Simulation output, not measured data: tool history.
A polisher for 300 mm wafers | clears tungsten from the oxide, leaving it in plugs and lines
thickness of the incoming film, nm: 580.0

run,hour,flow of slurry (ml/min),pressure of the wafer on the pad (psi),speed of the pad under the wafer (m/s),abrasive content of the slurry,overpolish time after the end point (s),time until the end point was called (s)
1,0.0,245,2.9,1.18,1.0,21,116.44
2,0.6,245,2.5,1.18,1.0,21,134.33
3,7.7,245,2.2,1.18,1.0,21,149.74
4,15.5,245,2.2,1.30,1.0,21,142.23
5,24.5,245,2.2,1.30,1.1,21,135.11
6,27.5,275,2.2,1.30,1.1,21,134.56
7,35.3,275,1.9,1.30,1.1,21,155.10
8,42.9,275,1.8,1.30,1.1,21,164.32

Run 9 comes next. What will it give?
9,47.2,275,1.7,1.30,1.1,21,?

{"run 9": {"time until the end point was called (s)": 170.41}}
